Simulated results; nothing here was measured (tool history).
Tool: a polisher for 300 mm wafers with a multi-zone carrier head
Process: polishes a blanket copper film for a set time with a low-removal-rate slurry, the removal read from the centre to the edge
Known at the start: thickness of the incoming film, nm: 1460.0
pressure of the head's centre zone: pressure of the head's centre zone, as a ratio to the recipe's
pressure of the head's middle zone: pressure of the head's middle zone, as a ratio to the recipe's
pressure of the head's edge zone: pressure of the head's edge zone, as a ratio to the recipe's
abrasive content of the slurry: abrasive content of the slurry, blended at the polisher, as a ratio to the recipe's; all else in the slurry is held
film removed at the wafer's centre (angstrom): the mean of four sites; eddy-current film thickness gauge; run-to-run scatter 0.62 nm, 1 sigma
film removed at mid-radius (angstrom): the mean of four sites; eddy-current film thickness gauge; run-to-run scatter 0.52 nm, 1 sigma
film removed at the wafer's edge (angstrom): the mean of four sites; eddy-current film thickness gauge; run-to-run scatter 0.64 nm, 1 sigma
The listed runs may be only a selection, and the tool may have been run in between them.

run  hour  flow of slurry (ml/min)  pressure of the head's centre zone  pressure of the head's middle zone  pressure of the head's edge zone  abrasive content of the slurry  polishing time (s)  film removed at the wafer's centre (angstrom)  film removed at mid-radius (angstrom)  film removed at the wafer's edge (angstrom)
  1   0.0                      300                                1.00                                1.00                              1.00                            1.00                  36                                         871.57                                 855.92                                       877.07
  2   5.4                      300                                1.00                                1.00                              1.00                            1.15                  36                                         893.14                                 881.97                                       895.46
  3  11.0                      350                                1.00                                1.00                              1.00                            1.15                  36                                         881.44                                 883.79                                       902.91
  4  18.2                      350                                1.00                                1.03                              1.00                            1.15                  36                                         891.10                                 911.68                                       913.85
  5  20.4                      350                                0.92                                1.03                              1.00                            1.15                  36                                         840.54                                 929.92                                       907.90
     22.8  -- edge zone pressure recalibrated
  6  22.8                      350                                0.92                                1.03                              1.07                            1.15                  36                                         828.23                                 913.43                                       926.17
  7  29.1                      335                                0.94                                1.01                              1.01                            0.95                  33                                         761.29                                 791.36                                       786.40
  8  33.3                      335                                0.92                                0.98                              0.98                            0.80                  32                                         680.70                                 740.52                                       729.25

Run 9 is up next; what results do you expect?
  9  38.5                      320                                1.02                                0.88                              0.88                            0.55                  29                                              ?                                      ?                                            ?

{"run 9": {"film removed at the wafer's centre (angstrom)": 663.18, "film removed at mid-radius (angstrom)": 586.99, "film removed at the wafer's edge (angstrom)": 600.62}}
